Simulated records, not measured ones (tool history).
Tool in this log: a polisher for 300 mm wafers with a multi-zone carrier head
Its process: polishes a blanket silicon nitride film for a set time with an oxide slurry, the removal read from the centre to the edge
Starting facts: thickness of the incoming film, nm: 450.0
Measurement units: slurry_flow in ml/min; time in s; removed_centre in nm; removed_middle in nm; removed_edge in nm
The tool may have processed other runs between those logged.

run	hour	slurry_flow	centre_zone	middle_zone	edge_zone	slurry_solids	time	removed_centre	removed_middle	removed_edge
1	0	170	1	1	1	1	89	101.09	108.46	106.02
2	5.1	170	1.07	1	1	1	89	109.17	107.61	105.56
3	5.9	160	1.08	0.94	0.97	0.85	81	85.702	81.813	83.646
4	14.6	180	1.08	0.94	0.97	0.85	81	89.157	84	85
5	17.1	160	1.08	0.94	0.97	0.85	81	87.849	80.879	83.809
6	20.8	145	1.08	0.9	0.92	0.75	81	76.232	69.512	72.29
7	24.4	145	1.08	0.9	0.92	0.75	81	75.387	69.879	74.837

Estimate the outcome of run 8 from the log above:
8	28.7	140	1.11	0.88	0.88	0.7	81	?	?	?

Logged for run 8: removed_centre 71.556 nm, removed_middle 61.899 nm, removed_edge 66.259 nm.

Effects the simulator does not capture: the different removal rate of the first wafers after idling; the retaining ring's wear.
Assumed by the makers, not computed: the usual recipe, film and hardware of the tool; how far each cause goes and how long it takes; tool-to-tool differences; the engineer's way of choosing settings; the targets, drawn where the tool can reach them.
